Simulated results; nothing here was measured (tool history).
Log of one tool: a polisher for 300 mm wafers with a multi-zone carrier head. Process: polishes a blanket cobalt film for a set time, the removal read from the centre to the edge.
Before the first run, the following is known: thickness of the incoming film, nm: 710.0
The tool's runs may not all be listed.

| run | day | flow of slurry (ml/min) | pressure of the head's centre zone | pressure of the head's middle zone | pressure of the head's edge zone | polishing time (s) | film removed at the wafer's centre (Å) | film removed at mid-radius (Å) | film removed at the wafer's edge (Å) |
|---|---|---|---|---|---|---|---|---|---|
| 1 | 0.000 | 235 | 1.00 | 1.00 | 1.00 | 66 | 2150.8 | 2110.4 | 2093.4 |
| 2 | 0.138 | 225 | 0.98 | 0.97 | 0.97 | 65 | 2066.3 | 2046.7 | 2091.1 |
| 3 | 0.238 | 225 | 0.98 | 0.97 | 1.00 | 65 | 2085.0 | 1998.1 | 2119.9 |
| 4 | 0.429 | 225 | 0.98 | 0.96 | 0.98 | 63 | 1983.9 | 1955.4 | 2049.0 |
| 5 | 0.796 | 225 | 0.99 | 0.96 | 0.97 | 61 | 1981.4 | 1921.6 | 1963.4 |
| 6 | 1.133 | 220 | 0.99 | 0.95 | 0.96 | 60 | 1934.3 | 1836.3 | 1883.1 |

The next listed run, before its measurement:
| 7 | 1.338 | 210 | 0.99 | 0.95 | 0.95 | 60 | ? | ? | ? |

{"run 7": {"film removed at the wafer's centre (Å)": 1924.6, "film removed at mid-radius (Å)": 1811.2, "film removed at the wafer's edge (Å)": 1881.3}}
